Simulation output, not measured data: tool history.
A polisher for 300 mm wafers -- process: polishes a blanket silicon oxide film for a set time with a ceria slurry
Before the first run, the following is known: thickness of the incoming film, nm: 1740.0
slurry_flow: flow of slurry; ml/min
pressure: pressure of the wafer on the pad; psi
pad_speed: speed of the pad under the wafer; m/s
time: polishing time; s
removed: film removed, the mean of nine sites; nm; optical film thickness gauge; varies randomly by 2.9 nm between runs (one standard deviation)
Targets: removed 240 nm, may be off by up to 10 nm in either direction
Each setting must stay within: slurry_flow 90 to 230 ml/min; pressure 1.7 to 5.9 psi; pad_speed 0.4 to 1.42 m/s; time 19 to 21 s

{"run": 1, "hour": 0.0, "slurry_flow": 150, "pressure": 3.8, "pad_speed": 0.9, "time": 21, "removed": 122.45}
{"run": 2, "hour": 2.0, "slurry_flow": 150, "pressure": 4.2, "pad_speed": 0.92, "time": 21, "removed": 136.39}
{"run": 3, "hour": 2.9, "slurry_flow": 150, "pressure": 4.5, "pad_speed": 0.94, "time": 21, "removed": 149.04}
{"run": 4, "hour": 7.1, "slurry_flow": 150, "pressure": 4.8, "pad_speed": 0.96, "time": 21, "removed": 158.88}
{"run": 5, "hour": 13.4, "slurry_flow": 150, "pressure": 4.8, "pad_speed": 0.96, "time": 21, "removed": 160.35}
{"run": 6, "hour": 14.7, "slurry_flow": 150, "pressure": 4.8, "pad_speed": 0.96, "time": 21, "removed": 159.97}
{"run": 7, "hour": 16.7, "slurry_flow": 150, "pressure": 5, "pad_speed": 1, "time": 21, "removed": 171}
{"run": 8, "hour": 20.8, "slurry_flow": 150, "pressure": 5.2, "pad_speed": 1.04, "time": 21, "removed": 185.21}

4 candidate next runs follow, results not yet known. Just one meets every target within its allowed miss. Identify it.
{"run": "A", "hour": 24.9, "slurry_flow": 125, "pressure": 5.9, "pad_speed": 1.22, "time": 21, "removed": "?"}
{"run": "B", "hour": 24.9, "slurry_flow": 205, "pressure": 5.6, "pad_speed": 1.1, "time": 20, "removed": "?"}
{"run": "C", "hour": 24.9, "slurry_flow": 125, "pressure": 5.5, "pad_speed": 1.14, "time": 21, "removed": "?"}
{"run": "D", "hour": 24.9, "slurry_flow": 155, "pressure": 5.6, "pad_speed": 1.12, "time": 21, "removed": "?"}

move=A removed=232.57
move=B removed=204.7
move=C removed=204.3
move=D removed=210.9
A: every result within its allowed miss
B: moves toward the targets from the last run without getting all of them in spec
C: moves toward the targets from the last run without getting all of them in spec
D: moves toward the targets from the last run without getting all of them in spec
So the answer is move A, the one that meets all the targets.
